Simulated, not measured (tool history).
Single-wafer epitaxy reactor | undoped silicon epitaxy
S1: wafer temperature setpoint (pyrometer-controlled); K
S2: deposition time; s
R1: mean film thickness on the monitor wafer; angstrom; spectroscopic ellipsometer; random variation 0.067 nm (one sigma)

| run | day | S1 | S2 | R1 |
|---|---|---|---|---|
| 1 | 0 | 918.15 | 260 | 358.17 |
| 2 | 0.092 | 918.15 | 295 | 405.46 |
| 3 | 0.429 | 911.15 | 294 | 340.44 |
| 4 | 0.525 | 917.15 | 294 | 397.49 |
| 5 | 0.671 | 911.15 | 293 | 340.04 |
| 6 | 0.825 | 911.15 | 257 | 298.49 |
| 7 | 1.004 | 911.15 | 257 | 298.96 |
| 8 | 1.05 | 909.15 | 257 | 283.38 |
| 9 | 1.246 | 907.15 | 257 | 268.48 |
| 10 | 1.408 | 906.15 | 257 | 262.34 |

Forecast run 11:
| 11 | 1.671 | 905.15 | 257 | ? |

{"run 11": {"R1": 255.48}}
